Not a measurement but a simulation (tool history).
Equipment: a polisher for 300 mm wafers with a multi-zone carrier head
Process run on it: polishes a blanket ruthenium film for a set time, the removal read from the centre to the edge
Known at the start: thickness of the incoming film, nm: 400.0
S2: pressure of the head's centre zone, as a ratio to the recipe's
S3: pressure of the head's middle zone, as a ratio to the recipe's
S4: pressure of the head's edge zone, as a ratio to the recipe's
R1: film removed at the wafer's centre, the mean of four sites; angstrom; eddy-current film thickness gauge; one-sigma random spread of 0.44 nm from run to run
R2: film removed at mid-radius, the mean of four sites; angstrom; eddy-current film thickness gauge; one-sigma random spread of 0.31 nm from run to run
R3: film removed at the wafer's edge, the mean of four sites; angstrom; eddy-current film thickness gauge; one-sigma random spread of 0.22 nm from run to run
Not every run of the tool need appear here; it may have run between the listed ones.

run 1 hour=0.0 | flow_of_slurry_(ml/min)=220 S2=1.00 S3=1.00 S4=1.00 polishing_time_(s)=55 | R1=527.97 R2=552.33 R3=540.57
run 2 hour=1.9 | flow_of_slurry_(ml/min)=220 S2=1.00 S3=0.99 S4=0.98 polishing_time_(s)=53 | R1=506.49 R2=518.24 R3=513.56
run 3 hour=6.1 | flow_of_slurry_(ml/min)=220 S2=1.00 S3=0.99 S4=0.96 polishing_time_(s)=51 | R1=483.08 R2=495.36 R3=493.97
run 4 hour=9.5 | flow_of_slurry_(ml/min)=220 S2=1.00 S3=0.99 S4=0.96 polishing_time_(s)=59 | R1=553.77 R2=576.42 R3=568.37
run 5 hour=13.4 | flow_of_slurry_(ml/min)=220 S2=1.00 S3=0.99 S4=0.90 polishing_time_(s)=59 | R1=558.31 R2=564.25 R3=557.96
run 6 hour=18.3 | flow_of_slurry_(ml/min)=220 S2=1.01 S3=1.00 S4=0.89 polishing_time_(s)=56 | R1=535.25 R2=555.44 R3=526.24
run 7 hour=26.8 | flow_of_slurry_(ml/min)=220 S2=1.02 S3=1.00 S4=0.89 polishing_time_(s)=53 | R1=506.39 R2=510.72 R3=498.32
run 8 hour=31.8 | flow_of_slurry_(ml/min)=220 S2=1.03 S3=1.01 S4=0.88 polishing_time_(s)=51 | R1=506.77 R2=510.81 R3=482.06
run 9 hour=33.7 | flow_of_slurry_(ml/min)=220 S2=1.03 S3=1.01 S4=0.88 polishing_time_(s)=51 | R1=505.38 R2=505.13 R3=477.05
run 10 hour=38.8 | flow_of_slurry_(ml/min)=220 S2=1.03 S3=1.01 S4=0.88 polishing_time_(s)=49 | R1=478.14 R2=480.87 R3=464.47
run 11 hour=45.3 | flow_of_slurry_(ml/min)=220 S2=1.03 S3=1.01 S4=0.88 polishing_time_(s)=49 | R1=479.27 R2=485.22 R3=459.63
run 12 hour=48.7 | flow_of_slurry_(ml/min)=220 S2=1.03 S3=1.01 S4=0.88 polishing_time_(s)=47 | R1=457.51 R2=459.15 R3=446.22
run 13 hour=57.6 | flow_of_slurry_(ml/min)=220 S2=1.04 S3=1.01 S4=0.87 polishing_time_(s)=45 | R1=448.09 R2=455.68 R3=424.15
run 14 hour=65.3 | flow_of_slurry_(ml/min)=220 S2=1.04 S3=1.00 S4=0.87 polishing_time_(s)=44 | R1=431.56 R2=425.27 R3=408.06
run 15 hour=69.5 | flow_of_slurry_(ml/min)=220 S2=1.04 S3=1.00 S4=0.86 polishing_time_(s)=43 | R1=423.00 R2=426.12 R3=399.29
run 16 hour=71.0 | flow_of_slurry_(ml/min)=225 S2=1.04 S3=0.99 S4=0.85 polishing_time_(s)=42 | R1=405.23 R2=412.29 R3=391.51
-- hour=77.8 slurry nozzle cleaned
run 17 hour=77.8 | flow_of_slurry_(ml/min)=230 S2=1.05 S3=0.99 S4=0.85 polishing_time_(s)=41 | R1=424.04 R2=408.22 R3=388.21
run 18 hour=79.1 | flow_of_slurry_(ml/min)=225 S2=1.05 S3=0.99 S4=0.85 polishing_time_(s)=40 | R1=409.83 R2=396.26 R3=379.92

What will run 19 give?
run 19 hour=87.6 | flow_of_slurry_(ml/min)=225 S2=1.05 S3=0.99 S4=0.85 polishing_time_(s)=39 | R1=? R2=? R3=?

{"run 19": {"R1": 395.31, "R2": 389.7, "R3": 369.62}}
